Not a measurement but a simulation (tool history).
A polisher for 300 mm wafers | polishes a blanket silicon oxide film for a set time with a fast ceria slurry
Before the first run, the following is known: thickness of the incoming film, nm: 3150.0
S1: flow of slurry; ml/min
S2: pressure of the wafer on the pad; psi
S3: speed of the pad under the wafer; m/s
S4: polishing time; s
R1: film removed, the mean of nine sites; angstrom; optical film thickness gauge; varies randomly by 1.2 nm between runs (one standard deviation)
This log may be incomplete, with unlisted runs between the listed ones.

Run 1, hour 0.0: S1 220 ml/min, S2 2.0 psi, S3 0.80 m/s, S4 19 s. Result: R1 1983.30 angstrom.
Run 2, hour 1.2: S1 220 ml/min, S2 1.9 psi, S3 0.80 m/s, S4 19 s. Result: R1 1861.90 angstrom.
Run 3, hour 10.2: S1 220 ml/min, S2 1.9 psi, S3 0.80 m/s, S4 19 s. Result: R1 1887.00 angstrom.
Run 4, hour 17.7: S1 220 ml/min, S2 1.8 psi, S3 0.80 m/s, S4 19 s. Result: R1 1794.80 angstrom.
Run 5, hour 20.4: S1 220 ml/min, S2 1.8 psi, S3 0.90 m/s, S4 19 s. Result: R1 1984.10 angstrom.
Run 6, hour 25.6: S1 220 ml/min, S2 1.7 psi, S3 0.88 m/s, S4 19 s. Result: R1 1817.40 angstrom.
Run 7, hour 27.5: S1 220 ml/min, S2 1.6 psi, S3 0.86 m/s, S4 19 s. Result: R1 1688.40 angstrom.
Run 8, hour 29.3: S1 220 ml/min, S2 1.5 psi, S3 0.86 m/s, S4 19 s. Result: R1 1633.10 angstrom.
Run 9, hour 31.9: S1 220 ml/min, S2 1.4 psi, S3 0.84 m/s, S4 19 s. Result: R1 1486.20 angstrom.

Predict the results of run 10:
Run 10, hour 38.7: S1 220 ml/min, S2 0.9 psi, S3 0.76 m/s, S4 19 s. Result: R1 ?.

{"run 10": {"R1": 854.55}}
